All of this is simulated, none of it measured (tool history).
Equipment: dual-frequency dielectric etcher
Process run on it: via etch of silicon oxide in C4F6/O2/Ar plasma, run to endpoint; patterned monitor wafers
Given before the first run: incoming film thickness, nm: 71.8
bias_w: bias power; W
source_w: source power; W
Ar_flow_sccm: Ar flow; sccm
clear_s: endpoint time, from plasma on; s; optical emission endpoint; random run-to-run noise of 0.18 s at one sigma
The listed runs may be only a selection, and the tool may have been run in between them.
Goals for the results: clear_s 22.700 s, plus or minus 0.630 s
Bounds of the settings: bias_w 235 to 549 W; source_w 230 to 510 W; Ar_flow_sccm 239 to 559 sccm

Run 1, hour 0.0: bias_w 392 W, source_w 370 W, Ar_flow_sccm 399 sccm. Result: clear_s 19.928 s.
Run 2, hour 6.0: bias_w 366 W, source_w 360 W, Ar_flow_sccm 402 sccm. Result: clear_s 20.498 s.
Run 3, hour 10.1: bias_w 366 W, source_w 390 W, Ar_flow_sccm 402 sccm. Result: clear_s 19.938 s.
Run 4, hour 19.0: bias_w 391 W, source_w 390 W, Ar_flow_sccm 402 sccm. Result: clear_s 19.205 s.
Run 5, hour 25.8: bias_w 455 W, source_w 390 W, Ar_flow_sccm 402 sccm. Result: clear_s 18.139 s.
Run 6, hour 33.2: bias_w 455 W, source_w 390 W, Ar_flow_sccm 436 sccm. Result: clear_s 18.497 s.
Run 7, hour 37.5: bias_w 416 W, source_w 380 W, Ar_flow_sccm 440 sccm. Result: clear_s 19.290 s.
Run 8, hour 40.6: bias_w 384 W, source_w 370 W, Ar_flow_sccm 442 sccm. Result: clear_s 20.090 s.
Run 9, hour 42.5: bias_w 359 W, source_w 360 W, Ar_flow_sccm 444 sccm. Result: clear_s 20.812 s.
Run 10, hour 46.1: bias_w 282 W, source_w 330 W, Ar_flow_sccm 452 sccm. Result: clear_s 23.921 s.
Run 11, hour 47.4: bias_w 291 W, source_w 330 W, Ar_flow_sccm 451 sccm. Result: clear_s 23.613 s.

Which one of the following 4 next-run settings gets every result inside its allowed miss? There is exactly one.
Run A, hour 48.7: bias_w 292 W, source_w 360 W, Ar_flow_sccm 445 sccm. Result: clear_s ?.
Run B, hour 48.7: bias_w 319 W, source_w 370 W, Ar_flow_sccm 470 sccm. Result: clear_s ?.
Run C, hour 48.7: bias_w 338 W, source_w 350 W, Ar_flow_sccm 477 sccm. Result: clear_s ?.
Run D, hour 48.7: bias_w 365 W, source_w 340 W, Ar_flow_sccm 457 sccm. Result: clear_s ?.

move  clear_s
   A   22.448
   B   21.519
   C   21.760
   D   21.434
A: all results land within tolerance of their targets
B: takes the biggest miss from the last run beyond its target
C: takes the biggest miss from the last run beyond its target
D: takes the biggest miss from the last run beyond its target
Answer: A
